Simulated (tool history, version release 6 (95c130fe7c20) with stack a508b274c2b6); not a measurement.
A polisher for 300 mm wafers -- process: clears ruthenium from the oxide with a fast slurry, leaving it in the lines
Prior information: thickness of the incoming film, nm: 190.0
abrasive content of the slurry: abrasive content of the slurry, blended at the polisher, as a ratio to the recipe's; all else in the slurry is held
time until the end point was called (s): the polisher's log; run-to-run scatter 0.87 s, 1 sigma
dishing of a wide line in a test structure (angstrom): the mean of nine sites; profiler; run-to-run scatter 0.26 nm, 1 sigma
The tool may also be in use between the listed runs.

run	hour	flow of slurry (ml/min)	pressure of the wafer on the pad (kPa)	speed of the pad under the wafer (cm/s)	abrasive content of the slurry	overpolish time after the end point (s)	time until the end point was called (s)	dishing of a wide line in a test structure (angstrom)
1	0	245	15.9	116	1	17	42.819	259.44
2	1.2	245	15.2	116	1	16	45.02	247.09
3	9.9	280	15.2	116	1	16	44.637	250.32
4	16.4	280	14.5	116	1	15	47.484	245.02
5	22.6	280	14.5	116	1.2	15	41.931	257.21
6	27.9	280	13.8	116	1.2	14	43.814	247.95
7	36.4	280	13.8	116	1.2	14	43.129	246.73
8	42	280	13.1	116	1.2	14	45.287	236.44
9	49.7	280	12.4	114	1.2	15	47.831	242.7
10	58.4	280	11.7	114	1.2	15	50.605	239.19

Run 11 is up next; what results do you expect?
11	61.9	280	11	114	1.2	15	?	?

{"run 11": {"time until the end point was called (s)": 53.351, "dishing of a wide line in a test structure (angstrom)": 236.82}}

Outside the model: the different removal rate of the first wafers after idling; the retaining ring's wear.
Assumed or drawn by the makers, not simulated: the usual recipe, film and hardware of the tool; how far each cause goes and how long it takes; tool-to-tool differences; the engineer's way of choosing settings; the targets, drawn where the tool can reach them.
